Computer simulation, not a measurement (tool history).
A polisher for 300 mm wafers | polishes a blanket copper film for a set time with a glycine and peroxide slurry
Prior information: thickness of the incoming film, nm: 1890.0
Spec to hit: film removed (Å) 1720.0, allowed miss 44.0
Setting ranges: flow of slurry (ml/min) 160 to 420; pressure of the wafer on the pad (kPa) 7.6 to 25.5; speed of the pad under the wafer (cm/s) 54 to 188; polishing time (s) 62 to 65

run,hour,flow of slurry (ml/min),pressure of the wafer on the pad (kPa),speed of the pad under the wafer (cm/s),polishing time (s),film removed (Å)
1,0.0,270,16.5,120,62,3186.5
2,6.9,270,16.5,120,62,3148.8
3,8.5,335,16.5,120,62,3211.4
4,12.0,335,14.5,114,62,2759.9
5,20.9,400,14.5,114,62,2824.0
6,26.5,400,13.1,110,62,2539.5
7,33.2,400,11.7,108,62,2300.3
8,37.5,395,11.0,106,62,2184.2
9,42.9,390,10.3,104,62,2042.9
10,43.9,380,9.7,104,62,1904.6
11,50.6,380,9.7,104,62,1938.2
12,58.6,355,7.6,102,62,1608.4
13,67.2,365,7.6,102,62,1627.3
14,71.9,370,7.6,102,62,1635.3
15,80.2,375,7.6,102,62,1633.9
16,83.8,380,9.0,102,62,1818.7
17,87.9,370,9.0,102,62,1803.7
18,89.1,365,9.0,102,62,1802.0
19,94.8,360,9.0,102,62,1831.0
20,97.2,360,7.6,102,62,1638.7
21,100.3,365,7.6,102,62,1612.9
22,102.7,370,7.6,102,62,1628.4
23,107.1,375,7.6,102,62,1637.2
24,115.1,385,9.0,102,62,1803.9

Which single option among these 4 for the next run brings every result within its allowed miss of target? Just one does.
A,123.1,355,9.0,102,64,?
B,123.1,380,7.6,122,63,?
C,123.1,415,8.3,102,62,?
D,123.1,420,8.3,114,63,?

move,film removed (Å)
A,1882.0
B,1844.2
C,1745.5
D,1894.6
A: its largest miss is bigger than the last run's
B: its largest miss is bigger than the last run's
C: meets every target
D: its largest miss is bigger than the last run's
So the answer is move C, the one that meets all the targets.
